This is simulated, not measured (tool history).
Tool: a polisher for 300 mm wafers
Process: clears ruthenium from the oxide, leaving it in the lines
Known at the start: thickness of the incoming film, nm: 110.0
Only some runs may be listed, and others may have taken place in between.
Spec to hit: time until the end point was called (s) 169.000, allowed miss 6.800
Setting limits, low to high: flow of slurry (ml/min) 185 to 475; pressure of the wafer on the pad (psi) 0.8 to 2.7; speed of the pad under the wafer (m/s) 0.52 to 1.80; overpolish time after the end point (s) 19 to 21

run	day	flow of slurry (ml/min)	pressure of the wafer on the pad (psi)	speed of the pad under the wafer (m/s)	overpolish time after the end point (s)	time until the end point was called (s)
1	0.000	305	1.7	1.16	19	98.889
2	0.079	305	1.7	1.26	19	88.977
3	0.267	305	2.0	1.26	19	80.912
4	0.633	305	1.8	1.20	19	89.883
5	0.704	305	2.2	1.20	19	79.143
6	0.850	305	2.0	1.14	19	88.309
7	0.900	305	1.8	1.10	19	96.878
# day 1.233: worn pad replaced by a new one
8	1.233	305	1.7	1.06	19	94.297
9	1.554	285	1.6	0.98	19	108.800
10	1.829	280	1.1	0.94	19	141.110
11	2.167	280	1.1	0.94	19	139.880

4 next moves are on the table. One of them brings every result within its allowed miss. Which?
A	2.504	295	0.9	1.30	21	?
B	2.504	260	0.8	0.94	19	?
C	2.504	240	1.5	1.12	21	?
D	2.504	250	1.1	0.88	19	?

move	time until the end point was called (s)
A	112.920
B	166.140
C	99.666
D	150.660
A: its largest miss is bigger than the last run's
B: every result lands within tolerance
C: its largest miss is bigger than the last run's
D: moves toward the targets from the last run without getting all of them in spec
Move B is the one to make.
